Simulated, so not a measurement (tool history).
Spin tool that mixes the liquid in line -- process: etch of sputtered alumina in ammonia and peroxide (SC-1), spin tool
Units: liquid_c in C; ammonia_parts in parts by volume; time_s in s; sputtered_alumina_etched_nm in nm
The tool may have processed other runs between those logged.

run 1 hour=0.0 | liquid_c=61.0 ammonia_parts=0.55 time_s=35 | sputtered_alumina_etched_nm=2.8696
run 2 hour=8.9 | liquid_c=66.5 ammonia_parts=0.55 time_s=35 | sputtered_alumina_etched_nm=3.7987
run 3 hour=9.7 | liquid_c=66.5 ammonia_parts=0.55 time_s=25 | sputtered_alumina_etched_nm=2.7213
run 4 hour=18.6 | liquid_c=62.0 ammonia_parts=0.55 time_s=25 | sputtered_alumina_etched_nm=2.1675
run 5 hour=23.5 | liquid_c=69.0 ammonia_parts=0.55 time_s=25 | sputtered_alumina_etched_nm=3.0488
run 6 hour=30.8 | liquid_c=70.0 ammonia_parts=0.55 time_s=25 | sputtered_alumina_etched_nm=3.1806

What does the tool deliver on the next run?
run 7 hour=33.0 | liquid_c=66.5 ammonia_parts=0.55 time_s=25 | sputtered_alumina_etched_nm=?

{"run 7": {"sputtered_alumina_etched_nm": 2.7098}}
